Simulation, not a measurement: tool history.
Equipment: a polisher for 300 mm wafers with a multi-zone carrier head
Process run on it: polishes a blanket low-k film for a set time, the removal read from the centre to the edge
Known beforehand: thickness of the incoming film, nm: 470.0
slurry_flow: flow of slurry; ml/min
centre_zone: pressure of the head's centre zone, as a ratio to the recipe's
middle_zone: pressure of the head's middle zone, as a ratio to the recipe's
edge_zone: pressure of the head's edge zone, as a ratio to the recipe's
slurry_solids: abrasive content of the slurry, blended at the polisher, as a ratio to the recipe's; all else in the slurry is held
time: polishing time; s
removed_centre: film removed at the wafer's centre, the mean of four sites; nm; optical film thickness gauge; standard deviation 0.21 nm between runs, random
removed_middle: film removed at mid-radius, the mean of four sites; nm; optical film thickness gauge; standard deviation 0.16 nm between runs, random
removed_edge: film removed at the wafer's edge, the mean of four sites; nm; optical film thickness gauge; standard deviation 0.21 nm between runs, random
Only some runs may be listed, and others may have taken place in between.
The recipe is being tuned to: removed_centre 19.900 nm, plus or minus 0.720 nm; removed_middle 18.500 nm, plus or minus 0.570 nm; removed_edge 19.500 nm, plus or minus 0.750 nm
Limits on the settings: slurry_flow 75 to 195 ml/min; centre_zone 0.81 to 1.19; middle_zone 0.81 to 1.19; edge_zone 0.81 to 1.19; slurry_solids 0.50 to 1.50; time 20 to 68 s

run,hour,slurry_flow,centre_zone,middle_zone,edge_zone,slurry_solids,time,removed_centre,removed_middle,removed_edge
1,0.0,125,1.00,1.00,1.00,1.00,44,26.432,23.937,24.453
2,8.7,120,0.98,0.98,0.98,0.95,44,25.557,22.768,23.090
3,16.2,120,0.98,0.98,0.98,0.80,44,23.242,21.246,21.058
4,21.7,115,0.97,0.97,0.98,0.80,44,22.820,20.405,21.306
5,24.4,115,0.97,1.03,0.98,0.80,44,22.478,21.649,21.135
6,25.6,110,0.96,1.02,0.98,0.80,44,22.394,21.328,21.286
7,27.3,105,0.95,1.01,0.97,0.80,44,21.534,20.771,20.823
8,36.1,100,0.95,1.00,0.96,0.80,44,21.410,20.334,20.002
9,42.8,95,0.95,0.99,0.97,0.80,44,21.382,19.990,20.302
10,51.7,90,0.94,0.98,0.97,0.80,44,20.534,20.031,20.274
11,59.2,90,0.94,0.97,0.97,0.80,44,20.919,19.783,20.803
12,60.0,90,0.94,0.96,0.96,0.80,44,21.044,19.316,20.174
13,65.9,85,0.93,0.95,0.95,0.80,44,20.232,19.082,20.004

Exactly one of the 5 candidate moves below puts every result within its allowed miss. Which one?
A,71.8,110,0.93,0.93,0.97,0.85,40,?,?,?
B,71.8,115,0.87,0.96,0.93,0.60,51,?,?,?
C,71.8,75,0.89,0.96,0.94,0.75,48,?,?,?
D,71.8,95,0.92,0.89,1.03,1.00,39,?,?,?
E,71.8,80,0.96,1.07,0.92,0.60,51,?,?,?

move,removed_centre,removed_middle,removed_edge
A,20.167,18.810,19.698
B,19.838,20.214,20.251
C,19.598,19.811,20.560
D,20.367,18.700,20.956
E,19.999,20.230,19.090
A: meets every target
B: misses by more than the last run did
C: misses by more than the last run did
D: the furthest-off result lands on target, but another misses its tolerance
E: misses by more than the last run did
The right move is A.
